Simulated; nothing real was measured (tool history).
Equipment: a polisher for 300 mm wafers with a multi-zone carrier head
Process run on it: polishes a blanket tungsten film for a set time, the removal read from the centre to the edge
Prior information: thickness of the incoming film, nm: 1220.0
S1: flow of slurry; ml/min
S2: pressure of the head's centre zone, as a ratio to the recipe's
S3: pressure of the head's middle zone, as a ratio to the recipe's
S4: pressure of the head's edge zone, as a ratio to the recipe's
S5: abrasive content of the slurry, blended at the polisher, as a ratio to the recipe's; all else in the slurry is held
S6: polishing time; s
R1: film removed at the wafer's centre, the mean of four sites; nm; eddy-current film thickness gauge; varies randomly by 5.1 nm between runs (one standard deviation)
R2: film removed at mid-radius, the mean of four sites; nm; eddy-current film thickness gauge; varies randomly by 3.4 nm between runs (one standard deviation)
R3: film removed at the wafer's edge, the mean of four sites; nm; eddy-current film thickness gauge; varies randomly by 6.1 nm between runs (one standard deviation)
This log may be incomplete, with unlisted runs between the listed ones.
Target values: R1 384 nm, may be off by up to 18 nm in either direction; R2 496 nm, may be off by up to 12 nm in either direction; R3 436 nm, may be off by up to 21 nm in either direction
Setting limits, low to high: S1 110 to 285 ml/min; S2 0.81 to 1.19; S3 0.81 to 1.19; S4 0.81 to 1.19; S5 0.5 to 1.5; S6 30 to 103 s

run  hour   S1    S2    S3    S4    S5  S6      R1      R2      R3
  1     0  180     1     1     1     1  66  332.69  337.08  333.23
  2     8  180     1  0.94     1     1  66   330.5  323.07  330.64
  3    15  180     1  0.94     1     1  54  266.39  263.39  270.38
  4  17.5  180     1  0.94     1     1  40  201.66  193.66   199.2
  5  18.4  180     1  0.94  0.94     1  40  196.23  193.07  190.64
  6  24.3  140     1  0.94  0.94     1  40  184.21  183.23  186.02
  7  26.3  190  0.91  1.04  1.04  1.25  58  275.02  324.69  306.28
  8  30.2  210  0.91  1.08  1.08  1.35  61  309.86  372.24   343.2
  9  34.4  220  0.91  1.11  1.11   1.4  63  323.19  399.76  364.51

Which one of the following 5 next-run settings gets every result inside its allowed miss? There is exactly one.
  A  38.6  265  1.11  0.85  1.14  1.35  65   ?   ?   ?
  B  38.6  270  0.95  1.02  1.15  1.15  82   ?   ?   ?
  C  38.6  215  1.06  0.82  1.17  1.35  68   ?   ?   ?
  D  38.6  280   0.9  1.16  1.09  1.45  73   ?   ?   ?
  E  38.6  215  0.81  0.99  1.19  1.35  78   ?   ?   ?

move      R1      R2      R3
   A  413.78  333.93   382.2
   B  428.96  471.22  463.58
   C  401.07  330.31  397.19
   D  386.89  500.46   428.1
   E  351.19  443.58  458.53
A: the biggest miss grows against the last run
B: closer than the last run, but not yet in spec
C: the biggest miss grows against the last run
D: all results land within tolerance of their targets
E: closer than the last run, but not yet in spec
The move that meets every target is D.
